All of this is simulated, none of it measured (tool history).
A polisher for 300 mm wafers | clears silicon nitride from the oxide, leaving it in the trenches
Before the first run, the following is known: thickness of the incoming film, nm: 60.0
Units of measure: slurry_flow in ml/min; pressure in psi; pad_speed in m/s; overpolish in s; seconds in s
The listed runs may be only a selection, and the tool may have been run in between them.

run	hour	slurry_flow	pressure	pad_speed	overpolish	seconds
1	0	195	2.3	0.96	5	109.23
2	3.2	195	2.2	0.96	5	114.36
3	4.3	195	2.2	0.96	5	107.73
4	7.7	195	2.2	0.96	4	109.89
# hour 14.8: head pressure recalibrated
5	14.8	195	2	0.96	4	115.97
6	21.1	195	1.9	0.94	4	122.5
7	29	195	1.3	0.9	4	186.24

For run 8, what comes out?
8	33.5	195	1.4	0.9	4	?

Run 8 gave seconds 169.64 s.
